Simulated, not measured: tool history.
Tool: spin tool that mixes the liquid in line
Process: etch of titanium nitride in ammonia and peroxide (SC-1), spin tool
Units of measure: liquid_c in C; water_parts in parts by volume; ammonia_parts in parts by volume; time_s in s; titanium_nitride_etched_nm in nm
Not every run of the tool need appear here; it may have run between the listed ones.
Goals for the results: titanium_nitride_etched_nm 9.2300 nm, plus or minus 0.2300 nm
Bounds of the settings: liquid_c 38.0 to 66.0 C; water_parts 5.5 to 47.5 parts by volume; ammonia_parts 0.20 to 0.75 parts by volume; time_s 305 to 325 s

run,hour,liquid_c,water_parts,ammonia_parts,time_s,titanium_nitride_etched_nm
1,0.0,50.0,26.5,0.45,305,5.8779
2,2.1,51.0,26.5,0.45,305,6.3542
3,7.7,51.0,26.5,0.45,305,6.3779
4,16.4,51.0,26.5,0.45,305,6.3491
5,20.6,51.0,34.5,0.45,305,5.4481
6,22.9,51.0,34.5,0.55,305,5.6589
7,24.1,52.0,34.5,0.55,305,6.0372
8,28.2,53.0,34.5,0.55,305,6.4490
9,31.5,59.0,34.5,0.55,305,9.6983

Which one of the following 4 next-run settings gets every result inside its allowed miss? There is exactly one.
A,34.8,57.5,29.0,0.45,325,?
B,34.8,56.0,30.0,0.55,325,?
C,34.8,57.0,31.0,0.60,325,?
D,34.8,61.5,39.0,0.55,305,?

move,titanium_nitride_etched_nm
A,9.9783
B,9.1979
C,9.8128
D,10.6780
A: further off than the last run
B: meets every target
C: further off than the last run
D: further off than the last run
B is the move that brings every result within its allowed miss.
